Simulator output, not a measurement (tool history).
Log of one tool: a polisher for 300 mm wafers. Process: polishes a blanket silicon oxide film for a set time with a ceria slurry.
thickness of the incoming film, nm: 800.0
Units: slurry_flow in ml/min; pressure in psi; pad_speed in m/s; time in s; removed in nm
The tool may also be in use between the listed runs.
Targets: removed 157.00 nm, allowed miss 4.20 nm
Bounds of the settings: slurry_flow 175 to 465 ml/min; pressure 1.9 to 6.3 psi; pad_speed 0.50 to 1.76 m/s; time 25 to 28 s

run	day	slurry_flow	pressure	pad_speed	time	removed
1	0.000	295	4.1	1.12	28	191.15
2	0.029	295	4.1	0.96	28	164.07
3	0.262	295	4.1	1.22	28	208.12
4	0.538	295	3.9	1.22	28	196.14
5	0.804	295	3.9	1.38	28	218.96
6	1.133	295	3.9	1.38	28	224.34
# day 1.483: head pressure recalibrated
7	1.483	295	3.6	1.38	28	190.38
8	1.746	295	3.5	1.38	28	184.04
9	1.908	295	3.4	1.38	28	180.85
10	2.221	295	3.3	1.38	28	176.59
11	2.579	285	2.7	1.38	28	142.62
12	2.896	285	2.8	1.38	28	148.42

4 next moves are on the table. One of them brings every result within its allowed miss. Which?
A	3.212	425	3.6	1.06	27	?
B	3.212	310	3.0	1.40	27	?
C	3.212	315	3.2	1.34	25	?
D	3.212	335	2.8	1.26	28	?

move	removed
A	144.81
B	156.10
C	147.51
D	137.46
A: further off than the last run
B: meets every target
C: further off than the last run
D: further off than the last run
Move B is the one to make.

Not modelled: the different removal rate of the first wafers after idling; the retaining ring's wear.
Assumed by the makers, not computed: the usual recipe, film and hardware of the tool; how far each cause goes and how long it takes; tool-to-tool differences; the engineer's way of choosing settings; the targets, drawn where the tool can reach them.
